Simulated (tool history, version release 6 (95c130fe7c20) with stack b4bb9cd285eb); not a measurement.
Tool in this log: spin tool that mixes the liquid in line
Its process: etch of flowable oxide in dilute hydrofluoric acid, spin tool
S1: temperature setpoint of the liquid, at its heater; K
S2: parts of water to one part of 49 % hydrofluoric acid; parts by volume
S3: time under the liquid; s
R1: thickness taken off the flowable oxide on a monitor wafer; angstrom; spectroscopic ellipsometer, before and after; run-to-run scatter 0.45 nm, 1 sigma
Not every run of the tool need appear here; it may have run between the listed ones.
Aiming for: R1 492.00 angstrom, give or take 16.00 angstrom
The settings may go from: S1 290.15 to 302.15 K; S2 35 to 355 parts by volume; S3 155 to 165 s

run	day	S1	S2	S3	R1
1	0.000	294.15	195	155	238.90
2	0.217	294.15	195	165	256.03
3	0.329	296.15	175	165	310.26
4	0.354	297.65	160	165	369.06
5	0.408	298.65	155	165	397.17
6	0.504	300.15	155	165	414.94
7	0.829	300.65	150	165	444.64
8	0.862	301.15	150	165	453.55
9	0.971	301.65	150	165	464.73

4 next moves are on the table. One of them brings every result within its allowed miss. Which?
A	1.079	300.15	150	165	?
B	1.079	301.15	140	165	?
C	1.079	302.15	160	165	?
D	1.079	301.65	150	160	?

move	R1
A	429.46
B	483.49
C	427.81
D	440.08
A: the biggest miss grows against the last run
B: all results in spec
C: the biggest miss grows against the last run
D: the biggest miss grows against the last run
B is the move that brings every result within its allowed miss.
